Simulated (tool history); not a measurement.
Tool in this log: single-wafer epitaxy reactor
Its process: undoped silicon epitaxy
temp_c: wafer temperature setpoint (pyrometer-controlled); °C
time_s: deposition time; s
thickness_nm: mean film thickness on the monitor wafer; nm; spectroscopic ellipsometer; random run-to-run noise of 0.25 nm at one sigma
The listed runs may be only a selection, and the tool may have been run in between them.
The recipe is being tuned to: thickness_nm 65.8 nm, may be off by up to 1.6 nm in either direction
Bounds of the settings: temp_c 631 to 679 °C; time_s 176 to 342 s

run    day  temp_c  time_s  thickness_nm
  1      0     655     259        46.008
  2    0.1     651     259         41.55
  3  0.442     651     288        45.819
  4  0.529     654     288        49.712
  5  0.738     656     288        52.753
  6    0.9     657     288        53.495
  7  0.967     658     288        54.927
  8  1.204     668     289        70.337

5 next moves are on the table. One of them brings every result within its allowed miss. Which?
  A  1.442     667     289             ?
  B  1.442     667     275             ?
  C  1.442     672     258             ?
  D  1.442     674     264             ?
  E  1.442     673     284             ?

move  thickness_nm
   A        68.733
   B        65.404
   C        69.151
   D        74.194
   E        77.947
A: gains on the last run, yet a result remains outside its allowed miss
B: every result lands within tolerance
C: gains on the last run, yet a result remains outside its allowed miss
D: the biggest miss grows against the last run
E: the biggest miss grows against the last run
The move that meets every target is B.

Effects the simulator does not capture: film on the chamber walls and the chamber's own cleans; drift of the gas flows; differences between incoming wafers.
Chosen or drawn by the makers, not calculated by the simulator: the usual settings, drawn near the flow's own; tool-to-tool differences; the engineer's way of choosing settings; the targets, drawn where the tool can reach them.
